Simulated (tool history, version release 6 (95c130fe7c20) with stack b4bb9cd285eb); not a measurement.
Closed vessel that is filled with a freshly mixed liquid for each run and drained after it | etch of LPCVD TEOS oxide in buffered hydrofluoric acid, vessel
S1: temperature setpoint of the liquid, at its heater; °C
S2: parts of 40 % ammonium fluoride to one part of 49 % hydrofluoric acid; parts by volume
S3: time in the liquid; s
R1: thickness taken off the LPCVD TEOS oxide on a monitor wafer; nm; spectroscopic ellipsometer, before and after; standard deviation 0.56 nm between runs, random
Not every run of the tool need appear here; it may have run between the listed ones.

Run 1, hour 0: S1 21 °C, S2 17 parts by volume, S3 90 s. Result: R1 133.46 nm.
Run 2, hour 3.5: S1 21 °C, S2 17 parts by volume, S3 95 s. Result: R1 143.57 nm.
Run 3, hour 9.5: S1 21 °C, S2 20 parts by volume, S3 95 s. Result: R1 121.59 nm.
Run 4, hour 16.4: S1 21 °C, S2 20 parts by volume, S3 95 s. Result: R1 121.52 nm.
Run 5, hour 22.2: S1 20 °C, S2 21 parts by volume, S3 95 s. Result: R1 111.77 nm.
Run 6, hour 30.8: S1 19 °C, S2 22 parts by volume, S3 95 s. Result: R1 101.95 nm.
Run 7, hour 37: S1 18.5 °C, S2 23 parts by volume, S3 95 s. Result: R1 96.148 nm.
Run 8, hour 46: S1 18 °C, S2 23.5 parts by volume, S3 95 s. Result: R1 92.083 nm.
Run 9, hour 48.9: S1 18 °C, S2 24 parts by volume, S3 95 s. Result: R1 90.247 nm.

Predict the results of run 10:
Run 10, hour 56.5: S1 18 °C, S2 24.5 parts by volume, S3 95 s. Result: R1 ?.

{"run 10": {"R1": 89.367}}

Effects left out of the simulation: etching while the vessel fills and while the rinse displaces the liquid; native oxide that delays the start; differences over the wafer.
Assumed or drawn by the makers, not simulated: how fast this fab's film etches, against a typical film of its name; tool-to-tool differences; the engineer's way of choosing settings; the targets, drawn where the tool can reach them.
